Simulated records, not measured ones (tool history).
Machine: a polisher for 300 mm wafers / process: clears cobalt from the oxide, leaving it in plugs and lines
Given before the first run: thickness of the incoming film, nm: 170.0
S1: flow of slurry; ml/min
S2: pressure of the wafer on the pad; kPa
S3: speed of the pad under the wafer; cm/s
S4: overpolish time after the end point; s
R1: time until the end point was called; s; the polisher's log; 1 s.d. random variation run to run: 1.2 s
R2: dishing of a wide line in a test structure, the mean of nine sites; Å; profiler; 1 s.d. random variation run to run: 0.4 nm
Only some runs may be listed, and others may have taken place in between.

{"run": 1, "hour": 0.0, "S1": 270, "S2": 10.3, "S3": 104, "S4": 24, "R1": 52.572, "R2": 420.43}
{"run": 2, "hour": 4.7, "S1": 270, "S2": 8.3, "S3": 104, "S4": 24, "R1": 63.677, "R2": 387.85}
{"run": 3, "hour": 6.3, "S1": 270, "S2": 8.3, "S3": 128, "S4": 24, "R1": 53.639, "R2": 432.51}
{"run": 4, "hour": 10.4, "S1": 275, "S2": 8.3, "S3": 120, "S4": 20, "R1": 54.84, "R2": 384.15}
{"run": 5, "hour": 16.7, "S1": 325, "S2": 8.3, "S3": 120, "S4": 20, "R1": 54.752, "R2": 395.39}
{"run": 6, "hour": 24.8, "S1": 325, "S2": 9.7, "S3": 120, "S4": 20, "R1": 46.746, "R2": 405.36}
{"run": 7, "hour": 29.3, "S1": 325, "S2": 9, "S3": 116, "S4": 17, "R1": 51.812, "R2": 367.67}

Run 8 comes next. What will it give?
{"run": 8, "hour": 30.4, "S1": 325, "S2": 8.3, "S3": 114, "S4": 15, "R1": "?", "R2": "?"}

Run 8 produced R1 56.045 s, R2 309.59 Å.
